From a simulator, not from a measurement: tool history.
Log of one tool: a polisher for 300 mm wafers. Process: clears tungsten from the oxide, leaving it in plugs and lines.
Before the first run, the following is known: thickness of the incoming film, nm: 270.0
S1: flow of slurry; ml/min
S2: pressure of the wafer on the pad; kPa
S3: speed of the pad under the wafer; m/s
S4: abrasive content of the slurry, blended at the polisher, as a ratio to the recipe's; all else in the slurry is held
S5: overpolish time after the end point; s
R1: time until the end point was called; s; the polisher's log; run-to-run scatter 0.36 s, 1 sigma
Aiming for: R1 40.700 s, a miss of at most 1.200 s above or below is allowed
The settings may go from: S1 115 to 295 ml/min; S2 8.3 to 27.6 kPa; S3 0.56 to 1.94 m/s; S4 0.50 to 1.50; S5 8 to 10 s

run  hour   S1    S2    S3    S4  S5      R1
  1   0.0  190  17.9  1.24  1.00  10  55.043
  2   5.1  190  20.7  1.24  1.00  10  48.987
  3  10.7  195  22.1  1.24  1.00  10  46.577
  4  18.3  195  22.1  1.24  1.00   8  46.521
  5  25.4  165  22.1  1.24  1.00   8  47.648
  6  28.2  175  22.8  1.24  1.00   8  46.563
  7  29.9  190  23.4  1.24  1.00   8  44.281
  8  32.6  200  24.1  1.24  1.00   8  42.973
  9  37.9  205  24.1  1.24  1.00   8  42.978

Pick the move, out of 4, that brings all results within their allowed miss; only one does.
  A  43.2  185  26.2  1.32  1.05   8   ?
  B  43.2  190  27.6  1.20  1.20  10   ?
  C  43.2  160  24.8  1.34  1.00   8   ?
  D  43.2  170  26.2  1.02  1.10   8   ?

move      R1
   A  37.389
   B  37.010
   C  40.290
   D  46.356
A: takes the result that was furthest off past its target
B: takes the result that was furthest off past its target
C: meets every target
D: the biggest miss grows against the last run
C is the move that brings every result within its allowed miss.
